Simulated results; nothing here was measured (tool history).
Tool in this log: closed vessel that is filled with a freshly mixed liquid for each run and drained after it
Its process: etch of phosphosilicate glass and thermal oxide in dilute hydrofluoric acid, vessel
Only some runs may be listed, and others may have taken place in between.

run	day	temperature setpoint of the liquid (C)	parts of water to one part of 49 % hydrofluoric acid (parts by volume)	time in the liquid (s)	thickness taken off the phosphosilicate glass on a monitor wafer (angstrom)	thickness taken off the thermal oxide on a monitor wafer (angstrom)
1	0.000	21.0	195	60	494.93	12.1610
2	0.221	19.5	220	60	401.97	10.0630
3	0.338	19.0	240	60	356.03	8.6219
4	0.475	18.5	255	60	324.10	7.8183
5	0.704	18.0	265	60	304.31	7.2715
6	0.992	18.0	235	60	349.85	8.0592
7	1.308	18.0	255	60	316.94	7.7073

For run 8, what comes out?
8	1.558	17.5	265	60	?	?

{"run 8": {"thickness taken off the phosphosilicate glass on a monitor wafer (angstrom)": 299.27, "thickness taken off the thermal oxide on a monitor wafer (angstrom)": 7.2609}}
